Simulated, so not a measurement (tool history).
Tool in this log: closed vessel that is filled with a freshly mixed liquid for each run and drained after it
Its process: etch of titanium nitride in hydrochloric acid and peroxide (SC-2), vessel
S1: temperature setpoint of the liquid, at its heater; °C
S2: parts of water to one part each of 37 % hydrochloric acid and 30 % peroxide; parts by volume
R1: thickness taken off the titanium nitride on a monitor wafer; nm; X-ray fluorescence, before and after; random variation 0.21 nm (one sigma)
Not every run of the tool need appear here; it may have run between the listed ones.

{"run": 1, "hour": 0.0, "S1": 57, "S2": 10, "time in the liquid (s)": 115, "R1": 7.5687}
{"run": 2, "hour": 5.2, "S1": 57, "S2": 13, "time in the liquid (s)": 115, "R1": 6.0561}
{"run": 3, "hour": 9.3, "S1": 59.5, "S2": 12, "time in the liquid (s)": 115, "R1": 7.5139}
{"run": 4, "hour": 17.3, "S1": 59.5, "S2": 8.5, "time in the liquid (s)": 115, "R1": 10.083}
{"run": 5, "hour": 18.2, "S1": 59.5, "S2": 8.5, "time in the liquid (s)": 115, "R1": 10.095}
{"run": 6, "hour": 23.7, "S1": 59.5, "S2": 7, "time in the liquid (s)": 115, "R1": 11.736}
{"run": 7, "hour": 32.5, "S1": 61.5, "S2": 7, "time in the liquid (s)": 115, "R1": 13.442}

What will run 8 give?
{"run": 8, "hour": 37.1, "S1": 63, "S2": 7, "time in the liquid (s)": 115, "R1": "?"}

{"run 8": {"R1": 14.595}}

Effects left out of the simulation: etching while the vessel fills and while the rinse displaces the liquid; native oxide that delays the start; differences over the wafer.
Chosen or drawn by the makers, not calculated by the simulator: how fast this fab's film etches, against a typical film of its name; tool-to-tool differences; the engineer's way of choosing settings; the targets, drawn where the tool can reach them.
